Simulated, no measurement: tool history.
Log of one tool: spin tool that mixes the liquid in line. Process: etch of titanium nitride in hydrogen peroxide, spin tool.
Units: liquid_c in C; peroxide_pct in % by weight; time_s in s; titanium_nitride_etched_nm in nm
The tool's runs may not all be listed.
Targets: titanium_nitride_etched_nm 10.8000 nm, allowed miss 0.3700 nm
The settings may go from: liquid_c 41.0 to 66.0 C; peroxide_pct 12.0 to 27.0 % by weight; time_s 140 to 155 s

run	hour	liquid_c	peroxide_pct	time_s	titanium_nitride_etched_nm
1	0.0	57.0	18.0	140	6.1859
2	4.3	57.0	18.0	155	6.8652
3	7.4	57.0	16.0	155	6.6623
4	14.9	61.0	16.0	155	8.5545
5	15.7	61.0	13.0	155	8.3445
6	20.6	61.5	13.0	155	8.6078
7	21.3	61.5	13.0	155	8.6080
8	29.0	62.0	13.0	155	9.0686
9	37.4	62.5	13.0	155	9.2654
10	44.4	63.0	13.0	155	9.6217

4 next moves are on the table. One of them brings every result within its allowed miss. Which?
A	51.4	65.5	12.0	150	?
B	51.4	62.0	16.0	145	?
C	51.4	65.5	12.5	140	?
D	51.4	64.5	12.0	150	?

move	titanium_nitride_etched_nm
A	10.7980
B	8.7848
C	10.1640
D	10.1080
A: meets every target
B: further off than the last run
C: nearer than the last run, and not there yet
D: nearer than the last run, and not there yet
The right move is A.

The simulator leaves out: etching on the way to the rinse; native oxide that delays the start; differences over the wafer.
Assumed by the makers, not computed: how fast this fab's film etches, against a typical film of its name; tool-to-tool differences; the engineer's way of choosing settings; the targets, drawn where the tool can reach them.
